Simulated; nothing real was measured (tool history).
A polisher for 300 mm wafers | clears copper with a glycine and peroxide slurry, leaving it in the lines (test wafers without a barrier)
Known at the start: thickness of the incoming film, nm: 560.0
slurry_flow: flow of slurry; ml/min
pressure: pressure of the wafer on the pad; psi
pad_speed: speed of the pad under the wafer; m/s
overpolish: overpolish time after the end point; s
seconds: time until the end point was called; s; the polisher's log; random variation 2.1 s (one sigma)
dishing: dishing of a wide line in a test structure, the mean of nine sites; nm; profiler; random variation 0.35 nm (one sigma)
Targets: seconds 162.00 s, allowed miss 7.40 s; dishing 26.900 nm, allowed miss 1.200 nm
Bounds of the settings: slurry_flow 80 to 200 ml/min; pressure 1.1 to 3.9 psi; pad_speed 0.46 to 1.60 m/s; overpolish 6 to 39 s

Run 1, hour 0.0: slurry_flow 130 ml/min, pressure 2.5 psi, pad_speed 1.02 m/s, overpolish 20 s. Result: seconds 114.29 s, dishing 65.092 nm.
Run 2, hour 1.8: slurry_flow 130 ml/min, pressure 2.9 psi, pad_speed 1.02 m/s, overpolish 20 s. Result: seconds 103.83 s, dishing 72.287 nm.
Run 3, hour 4.6: slurry_flow 135 ml/min, pressure 2.6 psi, pad_speed 0.98 m/s, overpolish 17 s. Result: seconds 112.75 s, dishing 57.933 nm.
Run 4, hour 10.9: slurry_flow 135 ml/min, pressure 2.6 psi, pad_speed 0.82 m/s, overpolish 17 s. Result: seconds 129.04 s, dishing 51.525 nm.
Run 5, hour 18.1: slurry_flow 140 ml/min, pressure 2.4 psi, pad_speed 0.82 m/s, overpolish 15 s. Result: seconds 138.10 s, dishing 43.727 nm.
Run 6, hour 24.9: slurry_flow 140 ml/min, pressure 1.9 psi, pad_speed 0.82 m/s, overpolish 15 s. Result: seconds 169.69 s, dishing 38.708 nm.
Run 7, hour 32.9: slurry_flow 145 ml/min, pressure 1.9 psi, pad_speed 0.80 m/s, overpolish 13 s. Result: seconds 164.37 s, dishing 32.048 nm.
Run 8, hour 41.7: slurry_flow 150 ml/min, pressure 1.9 psi, pad_speed 0.80 m/s, overpolish 13 s. Result: seconds 162.75 s, dishing 32.785 nm.
Run 9, hour 50.5: slurry_flow 155 ml/min, pressure 1.8 psi, pad_speed 0.80 m/s, overpolish 13 s. Result: seconds 174.15 s, dishing 32.073 nm.
Run 10, hour 57.9: slurry_flow 155 ml/min, pressure 1.8 psi, pad_speed 0.80 m/s, overpolish 12 s. Result: seconds 169.55 s, dishing 29.364 nm.
Run 11, hour 65.7: slurry_flow 165 ml/min, pressure 1.9 psi, pad_speed 0.82 m/s, overpolish 9 s. Result: seconds 157.07 s, dishing 24.909 nm.
Run 12, hour 68.0: slurry_flow 165 ml/min, pressure 1.9 psi, pad_speed 0.82 m/s, overpolish 9 s. Result: seconds 160.72 s, dishing 23.949 nm.
Run 13, hour 74.0: slurry_flow 160 ml/min, pressure 1.9 psi, pad_speed 0.82 m/s, overpolish 9 s. Result: seconds 158.79 s, dishing 24.211 nm.
Run 14, hour 79.1: slurry_flow 155 ml/min, pressure 1.9 psi, pad_speed 0.82 m/s, overpolish 9 s. Result: seconds 161.43 s, dishing 24.125 nm.

Which of these 5 next moves meets every target?
Run A, hour 84.2: slurry_flow 160 ml/min, pressure 2.0 psi, pad_speed 0.76 m/s, overpolish 10 s. Result: seconds ?, dishing ?.
Run B, hour 84.2: slurry_flow 140 ml/min, pressure 2.3 psi, pad_speed 0.72 m/s, overpolish 8 s. Result: seconds ?, dishing ?.
Run C, hour 84.2: slurry_flow 120 ml/min, pressure 2.1 psi, pad_speed 0.78 m/s, overpolish 8 s. Result: seconds ?, dishing ?.
Run D, hour 84.2: slurry_flow 185 ml/min, pressure 2.2 psi, pad_speed 0.66 m/s, overpolish 8 s. Result: seconds ?, dishing ?.
Run E, hour 84.2: slurry_flow 160 ml/min, pressure 1.9 psi, pad_speed 0.80 m/s, overpolish 8 s. Result: seconds ?, dishing ?.

move  seconds  dishing
   A   165.74   26.633
   B   159.65   22.469
   C   166.45   21.568
   D   167.31   21.527
   E   165.74   21.628
A: meets every target
B: further off than the last run
C: further off than the last run
D: further off than the last run
E: further off than the last run
Answer: A
